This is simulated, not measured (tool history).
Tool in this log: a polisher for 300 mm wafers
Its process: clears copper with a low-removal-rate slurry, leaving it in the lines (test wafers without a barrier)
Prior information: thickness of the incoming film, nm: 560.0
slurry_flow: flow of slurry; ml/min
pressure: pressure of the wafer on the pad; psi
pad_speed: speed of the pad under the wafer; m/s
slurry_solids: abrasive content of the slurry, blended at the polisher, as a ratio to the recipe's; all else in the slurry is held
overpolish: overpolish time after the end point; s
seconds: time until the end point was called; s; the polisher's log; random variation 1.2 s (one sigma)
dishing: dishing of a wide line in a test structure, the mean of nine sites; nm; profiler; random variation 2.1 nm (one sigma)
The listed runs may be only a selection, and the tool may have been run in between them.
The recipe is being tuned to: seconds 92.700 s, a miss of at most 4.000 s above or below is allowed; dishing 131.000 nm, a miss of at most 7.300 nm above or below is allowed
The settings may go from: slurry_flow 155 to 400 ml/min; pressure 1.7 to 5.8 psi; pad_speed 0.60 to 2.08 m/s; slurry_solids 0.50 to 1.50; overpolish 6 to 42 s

run 1 hour=0.0 | slurry_flow=255 pressure=3.7 pad_speed=1.34 slurry_solids=1.00 overpolish=21 | seconds=103.880 dishing=82.032
run 2 hour=7.6 | slurry_flow=255 pressure=3.8 pad_speed=1.34 slurry_solids=1.00 overpolish=22 | seconds=101.850 dishing=88.339
run 3 hour=11.6 | slurry_flow=280 pressure=3.8 pad_speed=1.34 slurry_solids=1.00 overpolish=22 | seconds=100.460 dishing=86.537
run 4 hour=15.5 | slurry_flow=280 pressure=3.3 pad_speed=1.34 slurry_solids=1.00 overpolish=22 | seconds=112.550 dishing=76.726
run 5 hour=18.6 | slurry_flow=280 pressure=2.6 pad_speed=1.34 slurry_solids=1.00 overpolish=22 | seconds=145.720 dishing=62.793
run 6 hour=27.3 | slurry_flow=275 pressure=2.8 pad_speed=1.34 slurry_solids=1.00 overpolish=23 | seconds=134.760 dishing=70.336
run 7 hour=30.5 | slurry_flow=275 pressure=3.0 pad_speed=1.34 slurry_solids=1.00 overpolish=24 | seconds=126.000 dishing=78.942
run 8 hour=34.2 | slurry_flow=275 pressure=3.1 pad_speed=1.34 slurry_solids=1.00 overpolish=25 | seconds=122.850 dishing=81.025

Next run, 5 choices. One meets every target within its allowed miss, the rest don't. Which?
run A hour=37.9 | slurry_flow=250 pressure=4.9 pad_speed=1.28 slurry_solids=1.00 overpolish=26 | seconds=? dishing=?
run B hour=37.9 | slurry_flow=305 pressure=3.9 pad_speed=1.52 slurry_solids=1.05 overpolish=34 | seconds=? dishing=?
run C hour=37.9 | slurry_flow=335 pressure=4.0 pad_speed=1.34 slurry_solids=1.25 overpolish=29 | seconds=? dishing=?
run D hour=37.9 | slurry_flow=335 pressure=3.4 pad_speed=1.56 slurry_solids=1.10 overpolish=39 | seconds=? dishing=?
run E hour=37.9 | slurry_flow=265 pressure=3.7 pad_speed=1.50 slurry_solids=1.10 overpolish=30 | seconds=? dishing=?

move=A seconds=84.228 dishing=115.850
move=B seconds=86.059 dishing=130.240
move=C seconds=91.237 dishing=115.340
move=D seconds=93.931 dishing=130.760
move=E seconds=92.125 dishing=115.880
A: takes the biggest miss from the last run beyond its target
B: takes the biggest miss from the last run beyond its target
C: brings the last run's worst result on target, with another outside its allowed miss
D: every result lands within tolerance
E: brings the last run's worst result on target, with another outside its allowed miss
The right move is D.
